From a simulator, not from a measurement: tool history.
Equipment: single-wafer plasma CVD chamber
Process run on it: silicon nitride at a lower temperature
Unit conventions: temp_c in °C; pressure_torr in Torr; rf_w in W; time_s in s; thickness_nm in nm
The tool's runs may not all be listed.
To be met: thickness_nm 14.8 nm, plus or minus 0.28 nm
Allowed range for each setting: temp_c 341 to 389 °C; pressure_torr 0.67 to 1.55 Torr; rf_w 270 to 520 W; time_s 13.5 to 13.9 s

run 1 day=0 | temp_c=365 pressure_torr=1.11 rf_w=395 time_s=13.5 | thickness_nm=16.865
run 2 day=0.175 | temp_c=365 pressure_torr=1.11 rf_w=445 time_s=13.5 | thickness_nm=18.428
run 3 day=0.421 | temp_c=365 pressure_torr=1.11 rf_w=445 time_s=13.9 | thickness_nm=18.993
run 4 day=0.612 | temp_c=365 pressure_torr=1.06 rf_w=430 time_s=13.9 | thickness_nm=18.136
run 5 day=0.671 | temp_c=365 pressure_torr=0.92 rf_w=430 time_s=13.9 | thickness_nm=16.85
run 6 day=0.938 | temp_c=365 pressure_torr=0.89 rf_w=430 time_s=13.9 | thickness_nm=16.549
run 7 day=0.983 | temp_c=365 pressure_torr=0.86 rf_w=430 time_s=13.9 | thickness_nm=16.239
run 8 day=1.054 | temp_c=365 pressure_torr=0.84 rf_w=430 time_s=13.9 | thickness_nm=15.976
run 9 day=1.092 | temp_c=365 pressure_torr=0.82 rf_w=430 time_s=13.9 | thickness_nm=15.766
run 10 day=1.296 | temp_c=365 pressure_torr=0.8 rf_w=430 time_s=13.9 | thickness_nm=15.416
run 11 day=1.617 | temp_c=365 pressure_torr=0.79 rf_w=430 time_s=13.9 | thickness_nm=15.301
run 12 day=1.929 | temp_c=365 pressure_torr=0.78 rf_w=430 time_s=13.9 | thickness_nm=15.111
run 13 day=2.146 | temp_c=365 pressure_torr=0.71 rf_w=425 time_s=13.9 | thickness_nm=13.862
run 14 day=2.242 | temp_c=365 pressure_torr=0.72 rf_w=425 time_s=13.9 | thickness_nm=14.052
run 15 day=2.379 | temp_c=365 pressure_torr=0.73 rf_w=425 time_s=13.9 | thickness_nm=14.258
run 16 day=2.462 | temp_c=365 pressure_torr=0.85 rf_w=430 time_s=13.9 | thickness_nm=16.024
run 17 day=2.779 | temp_c=365 pressure_torr=0.83 rf_w=430 time_s=13.9 | thickness_nm=15.883
run 18 day=2.996 | temp_c=365 pressure_torr=0.81 rf_w=430 time_s=13.9 | thickness_nm=15.672
run 19 day=3.058 | temp_c=365 pressure_torr=0.8 rf_w=430 time_s=13.9 | thickness_nm=15.465
run 20 day=3.146 | temp_c=365 pressure_torr=0.79 rf_w=430 time_s=13.9 | thickness_nm=15.314
run 21 day=3.454 | temp_c=365 pressure_torr=0.78 rf_w=430 time_s=13.9 | thickness_nm=15.141

Exercise: of the 4 proposed moves below, exactly one satisfies all targets within the stated allowed misses. Which move is it?
run A day=3.762 | temp_c=358 pressure_torr=0.8 rf_w=440 time_s=13.6 | thickness_nm=?
run B day=3.762 | temp_c=369 pressure_torr=0.95 rf_w=375 time_s=13.9 | thickness_nm=?
run C day=3.762 | temp_c=362 pressure_torr=0.81 rf_w=425 time_s=13.8 | thickness_nm=?
run D day=3.762 | temp_c=374 pressure_torr=0.86 rf_w=380 time_s=13.9 | thickness_nm=?

move=A thickness_nm=15.446
move=B thickness_nm=15.482
move=C thickness_nm=15.388
move=D thickness_nm=14.759
A: the biggest miss grows against the last run
B: the biggest miss grows against the last run
C: the biggest miss grows against the last run
D: hits every target within its allowed miss
The move that meets every target is D.
